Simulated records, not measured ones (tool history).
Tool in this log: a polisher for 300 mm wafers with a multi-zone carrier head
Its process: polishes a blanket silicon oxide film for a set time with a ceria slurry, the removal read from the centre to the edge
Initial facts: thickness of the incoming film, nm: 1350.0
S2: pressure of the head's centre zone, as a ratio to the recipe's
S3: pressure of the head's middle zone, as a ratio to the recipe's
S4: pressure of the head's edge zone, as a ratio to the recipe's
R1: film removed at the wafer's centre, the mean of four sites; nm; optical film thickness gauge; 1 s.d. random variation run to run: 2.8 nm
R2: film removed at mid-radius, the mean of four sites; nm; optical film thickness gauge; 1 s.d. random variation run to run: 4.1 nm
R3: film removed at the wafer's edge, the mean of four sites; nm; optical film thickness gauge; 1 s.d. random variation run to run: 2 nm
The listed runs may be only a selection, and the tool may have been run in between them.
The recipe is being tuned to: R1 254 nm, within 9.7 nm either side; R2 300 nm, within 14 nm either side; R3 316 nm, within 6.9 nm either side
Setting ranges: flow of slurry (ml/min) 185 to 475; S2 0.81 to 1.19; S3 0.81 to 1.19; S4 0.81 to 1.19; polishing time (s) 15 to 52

{"run": 1, "day": 0.0, "flow of slurry (ml/min)": 305, "S2": 1, "S3": 1, "S4": 1, "polishing time (s)": 33, "R1": 232.04, "R2": 232.86, "R3": 235.54}
{"run": 2, "day": 0.029, "flow of slurry (ml/min)": 305, "S2": 1, "S3": 1, "S4": 1, "polishing time (s)": 27, "R1": 183.89, "R2": 186.6, "R3": 190.73}
{"run": 3, "day": 0.246, "flow of slurry (ml/min)": 305, "S2": 1.06, "S3": 1, "S4": 1, "polishing time (s)": 27, "R1": 198.95, "R2": 182.9, "R3": 193.91}
{"run": 4, "day": 0.375, "flow of slurry (ml/min)": 305, "S2": 1.06, "S3": 1.08, "S4": 1, "polishing time (s)": 27, "R1": 195.49, "R2": 202.78, "R3": 193.97}
{"run": 5, "day": 0.688, "flow of slurry (ml/min)": 305, "S2": 1.04, "S3": 1.07, "S4": 1.02, "polishing time (s)": 29, "R1": 208.13, "R2": 208.22, "R3": 210.99}
{"run": 6, "day": 1.017, "flow of slurry (ml/min)": 310, "S2": 1.02, "S3": 1.09, "S4": 1.04, "polishing time (s)": 30, "R1": 214.21, "R2": 222.39, "R3": 215.69}
{"run": 7, "day": 1.221, "flow of slurry (ml/min)": 295, "S2": 0.99, "S3": 1.08, "S4": 1.06, "polishing time (s)": 31, "R1": 214.21, "R2": 226.8, "R3": 226.86}
{"run": 8, "day": 1.571, "flow of slurry (ml/min)": 295, "S2": 0.99, "S3": 1.08, "S4": 1.06, "polishing time (s)": 31, "R1": 210.51, "R2": 226.79, "R3": 227.13}

Consider the 5 candidate settings below. Which is the only one whose results all fall within their allowed miss of target?
{"run": "A", "day": 1.921, "flow of slurry (ml/min)": 305, "S2": 0.81, "S3": 1.19, "S4": 1.04, "polishing time (s)": 42, "R1": "?", "R2": "?", "R3": "?"}
{"run": "B", "day": 1.921, "flow of slurry (ml/min)": 200, "S2": 0.9, "S3": 1.06, "S4": 1.14, "polishing time (s)": 43, "R1": "?", "R2": "?", "R3": "?"}
{"run": "C", "day": 1.921, "flow of slurry (ml/min)": 280, "S2": 0.9, "S3": 1.18, "S4": 1.07, "polishing time (s)": 41, "R1": "?", "R2": "?", "R3": "?"}
{"run": "D", "day": 1.921, "flow of slurry (ml/min)": 250, "S2": 0.85, "S3": 1.19, "S4": 1.11, "polishing time (s)": 41, "R1": "?", "R2": "?", "R3": "?"}
{"run": "E", "day": 1.921, "flow of slurry (ml/min)": 275, "S2": 0.85, "S3": 1.17, "S4": 1.07, "polishing time (s)": 43, "R1": "?", "R2": "?", "R3": "?"}

move=A R1=235.07 R2=339.8 R3=303.27
move=B R1=256.76 R2=303.5 R3=316.88
move=C R1=253.3 R2=326.91 R3=298.75
move=D R1=236.62 R2=326.28 R3=302.11
move=E R1=250.34 R2=339.94 R3=313.02
A: closes in on the targets versus the last run, not all within tolerance yet
B: every result within its allowed miss
C: closes in on the targets versus the last run, not all within tolerance yet
D: closes in on the targets versus the last run, not all within tolerance yet
E: corrects the largest miss of the last run, while another result sits out of spec
The right move is B.

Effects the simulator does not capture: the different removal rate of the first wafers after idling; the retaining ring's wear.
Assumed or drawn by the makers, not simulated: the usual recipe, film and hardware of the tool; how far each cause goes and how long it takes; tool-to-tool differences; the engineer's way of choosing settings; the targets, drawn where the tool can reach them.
